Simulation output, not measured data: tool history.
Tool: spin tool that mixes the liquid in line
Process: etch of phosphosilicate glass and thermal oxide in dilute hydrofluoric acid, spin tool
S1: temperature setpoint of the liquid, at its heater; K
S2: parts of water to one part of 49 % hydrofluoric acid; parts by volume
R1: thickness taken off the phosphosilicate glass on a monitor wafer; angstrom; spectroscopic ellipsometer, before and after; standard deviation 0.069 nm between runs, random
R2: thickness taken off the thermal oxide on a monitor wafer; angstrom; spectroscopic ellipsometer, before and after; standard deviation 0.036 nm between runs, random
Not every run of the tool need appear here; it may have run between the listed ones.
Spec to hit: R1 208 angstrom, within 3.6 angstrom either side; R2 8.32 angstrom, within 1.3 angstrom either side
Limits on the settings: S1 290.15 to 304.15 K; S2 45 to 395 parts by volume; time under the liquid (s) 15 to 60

{"run": 1, "hour": 0.0, "S1": 296.15, "S2": 220, "time under the liquid (s)": 30, "R1": 130.49, "R2": 5.0433}
{"run": 2, "hour": 2.3, "S1": 292.65, "S2": 220, "time under the liquid (s)": 30, "R1": 114.7, "R2": 4.7974}
{"run": 3, "hour": 3.2, "S1": 290.15, "S2": 220, "time under the liquid (s)": 30, "R1": 104.08, "R2": 4.3238}
{"run": 4, "hour": 7.1, "S1": 293.65, "S2": 210, "time under the liquid (s)": 30, "R1": 125.52, "R2": 4.9619}
{"run": 5, "hour": 13.4, "S1": 296.15, "S2": 205, "time under the liquid (s)": 30, "R1": 143.33, "R2": 5.5211}
{"run": 6, "hour": 19.7, "S1": 298.15, "S2": 200, "time under the liquid (s)": 30, "R1": 157.66, "R2": 6.3868}
{"run": 7, "hour": 21.4, "S1": 299.65, "S2": 195, "time under the liquid (s)": 30, "R1": 171.62, "R2": 6.8747}
{"run": 8, "hour": 24.3, "S1": 300.65, "S2": 195, "time under the liquid (s)": 30, "R1": 178.38, "R2": 7.5044}

Exercise: of the 5 proposed moves below, exactly one satisfies all targets within the stated allowed misses. Which move is it?
{"run": "A", "hour": 27.2, "S1": 301.15, "S2": 220, "time under the liquid (s)": 45, "R1": "?", "R2": "?"}
{"run": "B", "hour": 27.2, "S1": 300.65, "S2": 190, "time under the liquid (s)": 35, "R1": "?", "R2": "?"}
{"run": "C", "hour": 27.2, "S1": 299.15, "S2": 250, "time under the liquid (s)": 40, "R1": "?", "R2": "?"}
{"run": "D", "hour": 27.2, "S1": 298.65, "S2": 185, "time under the liquid (s)": 35, "R1": "?", "R2": "?"}
{"run": "E", "hour": 27.2, "S1": 291.65, "S2": 170, "time under the liquid (s)": 45, "R1": "?", "R2": "?"}

move=A R1=234.25 R2=9.2869
move=B R1=215.2 R2=8.5315
move=C R1=165.1 R2=6.5452
move=D R1=207.01 R2=8.2069
move=E R1=225.92 R2=8.9565
A: takes the result that was furthest off past its target
B: takes the result that was furthest off past its target
C: its largest miss is bigger than the last run's
D: meets every target
E: takes the result that was furthest off past its target
Move D is the one to make.
